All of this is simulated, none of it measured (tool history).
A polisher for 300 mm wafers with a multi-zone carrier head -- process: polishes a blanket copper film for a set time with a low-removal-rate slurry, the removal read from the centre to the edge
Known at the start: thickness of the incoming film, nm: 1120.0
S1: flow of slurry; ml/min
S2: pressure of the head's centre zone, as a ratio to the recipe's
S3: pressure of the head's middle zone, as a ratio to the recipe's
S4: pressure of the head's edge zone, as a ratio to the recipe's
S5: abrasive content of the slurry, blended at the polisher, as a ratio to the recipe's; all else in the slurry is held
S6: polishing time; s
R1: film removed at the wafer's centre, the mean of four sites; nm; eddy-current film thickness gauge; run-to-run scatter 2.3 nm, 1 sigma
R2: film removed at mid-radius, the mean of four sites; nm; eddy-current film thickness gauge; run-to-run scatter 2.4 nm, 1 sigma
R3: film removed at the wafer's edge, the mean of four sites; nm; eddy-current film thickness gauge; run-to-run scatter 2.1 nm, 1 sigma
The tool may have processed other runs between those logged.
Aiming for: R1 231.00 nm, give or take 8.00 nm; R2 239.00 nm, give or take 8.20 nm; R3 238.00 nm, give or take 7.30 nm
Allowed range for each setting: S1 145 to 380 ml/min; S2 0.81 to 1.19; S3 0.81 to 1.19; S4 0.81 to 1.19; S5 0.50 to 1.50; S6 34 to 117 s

| run | hour | S1 | S2 | S3 | S4 | S5 | S6 | R1 | R2 | R3 |
|---|---|---|---|---|---|---|---|---|---|---|
| 1 | 0.0 | 245 | 1.00 | 1.00 | 1.00 | 1.00 | 75 | 270.42 | 269.52 | 271.66 |
| 2 | 7.5 | 245 | 1.00 | 1.00 | 1.00 | 1.00 | 82 | 289.42 | 294.83 | 287.57 |
| 3 | 8.4 | 245 | 0.97 | 1.00 | 1.00 | 1.00 | 82 | 291.56 | 297.95 | 292.47 |
| 4 | 14.4 | 245 | 0.97 | 1.00 | 1.00 | 1.15 | 82 | 293.75 | 306.61 | 300.04 |
| 5 | 19.6 | 245 | 0.97 | 1.04 | 1.00 | 1.15 | 82 | 295.56 | 322.34 | 294.73 |
| 6 | 20.5 | 245 | 0.97 | 0.97 | 1.00 | 1.15 | 82 | 293.23 | 299.27 | 295.01 |
| 7 | 24.0 | 240 | 0.95 | 0.96 | 0.97 | 1.05 | 81 | 282.50 | 290.42 | 290.66 |
| 8 | 29.5 | 240 | 0.95 | 0.97 | 0.96 | 1.00 | 79 | 274.16 | 280.01 | 276.58 |
| 9 | 35.3 | 205 | 0.85 | 0.90 | 0.86 | 0.75 | 78 | 233.37 | 243.67 | 248.79 |
| 10 | 43.1 | 200 | 0.85 | 0.90 | 0.85 | 0.75 | 78 | 233.21 | 248.15 | 251.24 |
| 11 | 46.7 | 200 | 0.85 | 0.90 | 0.85 | 0.75 | 78 | 233.84 | 242.31 | 249.74 |

4 candidate next runs follow, results not yet known. Just one meets every target within its allowed miss. Identify it.
| A | 50.3 | 205 | 0.81 | 0.86 | 0.87 | 0.85 | 73 | ? | ? | ? |
| B | 50.3 | 200 | 0.93 | 0.95 | 0.90 | 0.90 | 71 | ? | ? | ? |
| C | 50.3 | 230 | 0.81 | 0.94 | 0.88 | 0.55 | 77 | ? | ? | ? |
| D | 50.3 | 175 | 0.90 | 1.00 | 0.81 | 0.70 | 72 | ? | ? | ? |

| move | R1 | R2 | R3 |
|---|---|---|---|
| A | 216.64 | 226.16 | 239.53 |
| B | 235.79 | 240.80 | 237.30 |
| C | 214.61 | 240.82 | 237.02 |
| D | 220.77 | 241.59 | 221.05 |
A: puts the biggest miss on target and leaves a different result outside tolerance
B: all results in spec
C: puts the biggest miss on target and leaves a different result outside tolerance
D: moves the result that the last run missed by most past its target, out the other side
The right move is B.
